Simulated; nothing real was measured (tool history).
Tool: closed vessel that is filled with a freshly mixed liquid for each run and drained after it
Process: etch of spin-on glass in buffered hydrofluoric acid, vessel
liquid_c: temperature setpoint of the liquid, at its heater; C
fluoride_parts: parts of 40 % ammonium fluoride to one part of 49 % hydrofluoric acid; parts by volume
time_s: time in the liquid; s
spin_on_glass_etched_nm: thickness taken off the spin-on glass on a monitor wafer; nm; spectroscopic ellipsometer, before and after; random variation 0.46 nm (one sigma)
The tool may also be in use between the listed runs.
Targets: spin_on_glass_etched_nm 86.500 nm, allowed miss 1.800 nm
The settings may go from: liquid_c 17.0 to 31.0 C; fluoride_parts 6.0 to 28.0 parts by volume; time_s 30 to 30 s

run	hour	liquid_c	fluoride_parts	time_s	spin_on_glass_etched_nm
1	0.0	23.0	17.0	30	51.394
2	5.9	23.0	17.0	30	51.435
3	10.7	23.0	17.0	30	51.440
4	19.6	23.0	17.0	30	51.582
5	25.3	25.5	16.5	30	60.723
6	28.0	28.0	16.5	30	69.818
7	32.4	29.0	16.0	30	75.102
8	37.3	29.5	16.0	30	78.510
9	40.1	30.0	16.0	30	78.973
10	45.8	30.0	16.0	30	79.492
11	53.9	30.5	16.0	30	81.969

4 next moves are on the table. One of them brings every result within its allowed miss. Which?
A	62.0	29.5	15.5	30	?
B	62.0	31.0	16.5	30	?
C	62.0	29.5	16.5	30	?
D	62.0	31.0	15.5	30	?

move	spin_on_glass_etched_nm
A	79.321
B	80.720
C	74.601
D	85.823
A: further off than the last run
B: further off than the last run
C: further off than the last run
D: meets every target
Answer: D
